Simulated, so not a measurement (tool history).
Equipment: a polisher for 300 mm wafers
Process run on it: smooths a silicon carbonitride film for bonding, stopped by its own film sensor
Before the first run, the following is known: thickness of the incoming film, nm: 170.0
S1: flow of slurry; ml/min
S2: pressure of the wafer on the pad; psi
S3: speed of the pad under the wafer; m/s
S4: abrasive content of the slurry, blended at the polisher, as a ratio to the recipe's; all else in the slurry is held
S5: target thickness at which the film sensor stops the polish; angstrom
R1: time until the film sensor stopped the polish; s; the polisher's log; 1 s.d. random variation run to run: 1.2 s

run  hour   S1   S2    S3   S4    S5      R1
  1     0  305  2.1  1.12    1  1420  99.039
  2   7.6  305  1.9  1.12    1  1420  111.11
  3  16.4  305  1.9  1.12  0.8  1420  121.34
  4  17.2  305  2.2  1.12  0.8  1420  107.31
  5  20.8  305  2.2  1.12  0.9  1420  101.36
  6  24.5  305    2  1.12  0.9  1420     112

Estimate the outcome of run 7 from the log above:
  7  28.6  305  1.9  1.12  0.9  1420   ?

{"run 7": {"R1": 114.93}}
